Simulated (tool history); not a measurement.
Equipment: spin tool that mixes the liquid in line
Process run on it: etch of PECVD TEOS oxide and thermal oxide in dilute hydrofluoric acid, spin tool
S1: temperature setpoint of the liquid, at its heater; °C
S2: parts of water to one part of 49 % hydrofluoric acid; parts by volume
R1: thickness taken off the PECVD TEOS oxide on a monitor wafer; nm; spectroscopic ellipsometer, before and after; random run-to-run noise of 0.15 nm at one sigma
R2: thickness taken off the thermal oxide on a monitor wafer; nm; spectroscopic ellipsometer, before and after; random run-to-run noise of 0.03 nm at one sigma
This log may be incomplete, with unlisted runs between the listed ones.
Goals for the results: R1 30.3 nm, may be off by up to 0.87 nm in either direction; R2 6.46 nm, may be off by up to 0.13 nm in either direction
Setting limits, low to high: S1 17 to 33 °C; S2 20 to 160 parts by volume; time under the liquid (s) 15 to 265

run 1 hour=0 | S1=25 S2=90 time_under_the_liquid_(s)=135 | R1=35.317 R2=7.4608
run 2 hour=7.4 | S1=25 S2=90 time_under_the_liquid_(s)=170 | R1=44.163 R2=9.4046
run 3 hour=9.3 | S1=23 S2=90 time_under_the_liquid_(s)=170 | R1=40.808 R2=8.6751
run 4 hour=16.4 | S1=21.5 S2=90 time_under_the_liquid_(s)=170 | R1=38.636 R2=8.1787
run 5 hour=20.2 | S1=20.5 S2=90 time_under_the_liquid_(s)=170 | R1=37.128 R2=7.8516
run 6 hour=23.4 | S1=20.5 S2=120 time_under_the_liquid_(s)=170 | R1=26.628 R2=5.6744
run 7 hour=28.7 | S1=21.5 S2=120 time_under_the_liquid_(s)=170 | R1=27.786 R2=5.9402
run 8 hour=29.4 | S1=22 S2=120 time_under_the_liquid_(s)=170 | R1=28.348 R2=6.034
run 9 hour=35.3 | S1=22.5 S2=120 time_under_the_liquid_(s)=170 | R1=29.132 R2=6.1433
run 10 hour=38 | S1=22.5 S2=120 time_under_the_liquid_(s)=170 | R1=28.923 R2=6.1324

4 candidate next runs follow, results not yet known. Just one meets every target within its allowed miss. Identify it.
run A hour=40.7 | S1=23.5 S2=120 time_under_the_liquid_(s)=180 | R1=? R2=?
run B hour=40.7 | S1=22.5 S2=105 time_under_the_liquid_(s)=160 | R1=? R2=?
run C hour=40.7 | S1=19 S2=120 time_under_the_liquid_(s)=205 | R1=? R2=?
run D hour=40.7 | S1=28 S2=100 time_under_the_liquid_(s)=125 | R1=? R2=?

move=A R1=31.816 R2=6.7922
move=B R1=31.618 R2=6.7501
move=C R1=30.255 R2=6.4591
move=D R1=32.362 R2=6.909
A: pushes the last run's worst result past its target
B: pushes the last run's worst result past its target
C: all results land within tolerance of their targets
D: pushes the last run's worst result past its target
Go with C: it meets all targets.
